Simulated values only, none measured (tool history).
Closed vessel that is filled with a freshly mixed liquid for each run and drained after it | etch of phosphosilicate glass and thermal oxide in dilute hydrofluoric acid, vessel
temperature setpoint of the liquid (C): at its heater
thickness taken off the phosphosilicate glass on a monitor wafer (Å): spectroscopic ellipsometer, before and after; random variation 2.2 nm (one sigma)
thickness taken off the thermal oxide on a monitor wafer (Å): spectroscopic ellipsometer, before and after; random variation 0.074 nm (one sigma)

run  hour  temperature setpoint of the liquid (C)  parts of water to one part of 49 % hydrofluoric acid (parts by volume)  time in the liquid (s)  thickness taken off the phosphosilicate glass on a monitor wafer (Å)  thickness taken off the thermal oxide on a monitor wafer (Å)
  1     0                                      22                                                                     145                      60                                                                815.24                                                        17.792
  2   3.5                                      20                                                                     145                      60                                                                776.06                                                        15.876
  3  10.8                                      20                                                                     145                      75                                                                962.92                                                          20.3
  4  12.6                                      20                                                                     145                      85                                                                1093.3                                                        23.193
  5  18.1                                    20.5                                                                     125                      85                                                                1292.3                                                        27.464
  6  23.8                                    22.5                                                                     125                      85                                                                1423.5                                                        29.894
  7  29.7                                      24                                                                     115                      85                                                                1624.2                                                        35.046
  8  37.1                                      25                                                                     105                      85                                                                1883.9                                                        40.241
  9  45.9                                      26                                                                     105                      85                                                                1970.6                                                        41.424
 10  50.9                                      27                                                                     105                      85                                                                2076.7                                                        42.638

Forecast run 11:
 11  54.9                                    27.5                                                                     100                      85                                                                     ?                                                             ?

Run 11 gave thickness taken off the phosphosilicate glass on a monitor wafer (Å) 2185.3, thickness taken off the thermal oxide on a monitor wafer (Å) 46.798.
